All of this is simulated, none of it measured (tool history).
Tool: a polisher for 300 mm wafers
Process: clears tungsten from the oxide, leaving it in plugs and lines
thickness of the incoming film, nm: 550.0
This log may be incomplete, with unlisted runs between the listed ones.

run	hour	flow of slurry (ml/min)	pressure of the wafer on the pad (kPa)	speed of the pad under the wafer (cm/s)	abrasive content of the slurry	overpolish time after the end point (s)	time until the end point was called (s)
1	0.0	225	21.4	122	1.0	27	93.451
2	3.8	225	21.4	108	1.0	27	105.680
3	6.8	190	21.4	108	1.0	27	108.540
4	10.3	185	19.3	108	1.0	27	120.100
5	12.4	185	19.3	128	1.0	27	100.930
6	14.2	180	17.2	124	1.0	27	118.070

Forecast run 7:
7	16.8	180	15.9	124	1.0	27	?

Run 7 gave time until the end point was called (s) 126.960.

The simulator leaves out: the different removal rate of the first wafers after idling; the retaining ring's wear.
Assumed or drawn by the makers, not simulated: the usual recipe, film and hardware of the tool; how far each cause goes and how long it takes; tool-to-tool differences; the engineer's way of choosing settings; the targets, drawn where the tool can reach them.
